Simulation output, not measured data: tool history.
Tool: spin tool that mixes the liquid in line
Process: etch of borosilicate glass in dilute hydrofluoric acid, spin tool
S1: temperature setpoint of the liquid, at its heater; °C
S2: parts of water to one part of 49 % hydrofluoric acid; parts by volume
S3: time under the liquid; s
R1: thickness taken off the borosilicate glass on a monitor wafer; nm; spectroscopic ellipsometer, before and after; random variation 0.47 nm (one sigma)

| run | hour | S1 | S2 | S3 | R1 |
|---|---|---|---|---|---|
| 1 | 0.0 | 26.0 | 50 | 55 | 69.101 |
| 2 | 4.6 | 28.0 | 50 | 55 | 74.130 |
| 3 | 10.9 | 28.0 | 45 | 55 | 81.919 |
| 4 | 12.9 | 26.5 | 45 | 55 | 78.449 |
| 5 | 17.0 | 26.5 | 30 | 55 | 119.540 |
| 6 | 21.4 | 29.0 | 30 | 55 | 135.540 |
| 7 | 27.9 | 27.0 | 35 | 55 | 105.260 |
| 8 | 36.2 | 25.5 | 40 | 55 | 84.865 |
| 9 | 43.8 | 24.0 | 40 | 55 | 78.489 |
| 10 | 46.9 | 24.0 | 40 | 55 | 78.621 |
| 11 | 47.6 | 23.0 | 40 | 55 | 76.673 |

Forecast run 12:
| 12 | 50.9 | 22.0 | 40 | 55 | ? |

R1: 73.570 nm
